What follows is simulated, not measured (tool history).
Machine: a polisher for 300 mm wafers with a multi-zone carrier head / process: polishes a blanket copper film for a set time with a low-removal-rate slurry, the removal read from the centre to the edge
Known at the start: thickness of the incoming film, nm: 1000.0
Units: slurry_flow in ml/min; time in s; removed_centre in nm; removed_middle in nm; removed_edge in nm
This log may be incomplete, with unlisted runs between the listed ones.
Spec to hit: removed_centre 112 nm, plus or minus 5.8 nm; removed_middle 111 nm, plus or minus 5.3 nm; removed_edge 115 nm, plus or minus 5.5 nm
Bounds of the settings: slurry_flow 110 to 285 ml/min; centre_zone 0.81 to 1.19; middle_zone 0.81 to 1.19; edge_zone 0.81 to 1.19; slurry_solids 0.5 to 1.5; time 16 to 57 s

| run | hour | slurry_flow | centre_zone | middle_zone | edge_zone | slurry_solids | time | removed_centre | removed_middle | removed_edge |
|---|---|---|---|---|---|---|---|---|---|---|
| 1 | 0 | 180 | 1 | 1 | 1 | 1 | 36 | 145.29 | 145.64 | 142.99 |
| 2 | 1.5 | 175 | 0.98 | 0.98 | 0.98 | 0.9 | 35 | 137.13 | 134.79 | 136.4 |
| 3 | 2.9 | 175 | 0.98 | 0.98 | 0.98 | 0.9 | 42 | 157.14 | 160.75 | 161.81 |
| 4 | 5.5 | 175 | 0.97 | 0.97 | 0.97 | 0.8 | 39 | 146.26 | 147.04 | 146.07 |
| 5 | 10 | 170 | 0.95 | 0.95 | 0.96 | 0.75 | 37 | 133.56 | 134.03 | 133.2 |
| 6 | 12.6 | 165 | 0.93 | 0.92 | 0.95 | 0.7 | 37 | 127.22 | 127.84 | 130.81 |
| 7 | 17.2 | 160 | 0.92 | 0.9 | 0.93 | 0.65 | 37 | 120.66 | 121.65 | 126.1 |
| 8 | 23.1 | 155 | 0.92 | 0.89 | 0.91 | 0.6 | 37 | 117.82 | 119 | 122.4 |
| 9 | 29 | 150 | 0.92 | 0.88 | 0.9 | 0.6 | 37 | 119.64 | 116.2 | 124.64 |

Which single option among these 4 for the next run brings every result within its allowed miss of target? Just one does.
| A | 34.9 | 160 | 0.93 | 0.89 | 0.93 | 0.5 | 36 | ? | ? | ? |
| B | 34.9 | 215 | 1.05 | 0.93 | 0.82 | 0.6 | 36 | ? | ? | ? |
| C | 34.9 | 220 | 1 | 1 | 0.81 | 0.5 | 35 | ? | ? | ? |
| D | 34.9 | 160 | 1.07 | 0.91 | 0.88 | 0.65 | 35 | ? | ? | ? |

| move | removed_centre | removed_middle | removed_edge |
|---|---|---|---|
| A | 114.68 | 114.2 | 115.88 |
| B | 142.82 | 128.63 | 118.34 |
| C | 127.09 | 126.07 | 109.78 |
| D | 136.66 | 119.77 | 116.85 |
A: all results land within tolerance of their targets
B: meets the target for the result that was furthest off, but another lies outside its allowed miss
C: meets the target for the result that was furthest off, but another lies outside its allowed miss
D: meets the target for the result that was furthest off, but another lies outside its allowed miss
Move A is the one to make.
